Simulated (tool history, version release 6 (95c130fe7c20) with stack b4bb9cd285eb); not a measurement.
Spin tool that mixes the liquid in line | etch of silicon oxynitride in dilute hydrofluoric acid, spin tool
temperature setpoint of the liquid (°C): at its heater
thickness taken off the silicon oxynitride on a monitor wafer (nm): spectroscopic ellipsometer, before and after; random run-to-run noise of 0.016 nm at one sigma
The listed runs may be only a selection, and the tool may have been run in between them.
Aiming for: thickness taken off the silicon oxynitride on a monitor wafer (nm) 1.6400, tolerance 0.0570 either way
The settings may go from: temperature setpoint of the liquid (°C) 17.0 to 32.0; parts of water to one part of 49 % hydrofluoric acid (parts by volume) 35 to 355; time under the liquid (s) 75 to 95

run	hour	temperature setpoint of the liquid (°C)	parts of water to one part of 49 % hydrofluoric acid (parts by volume)	time under the liquid (s)	thickness taken off the silicon oxynitride on a monitor wafer (nm)
1	0.0	24.0	195	95	1.2861
2	5.3	24.0	150	95	1.7339
3	6.7	24.0	150	75	1.3790
4	11.9	24.0	180	75	1.1174
5	18.4	25.5	180	75	1.1745
6	23.3	25.5	170	75	1.2774
7	28.7	26.5	165	75	1.3742
8	29.6	26.5	165	75	1.3584

5 candidate next runs follow, results not yet known. Just one meets every target within its allowed miss. Identify it.
A	30.5	25.0	150	95	?
B	30.5	27.0	165	95	?
C	30.5	25.5	155	75	?
D	30.5	24.5	150	95	?
E	30.5	21.0	110	75	?

move	thickness taken off the silicon oxynitride on a monitor wafer (nm)
A	1.8297
B	1.7965
C	1.4240
D	1.7885
E	1.6851
A: the result that was furthest off in the last run now lies on the other side of its target
B: the result that was furthest off in the last run now lies on the other side of its target
C: nearer the targets than the last run, but a result is still out of spec
D: the result that was furthest off in the last run now lies on the other side of its target
E: all results land within tolerance of their targets
Go with E: it meets all targets.
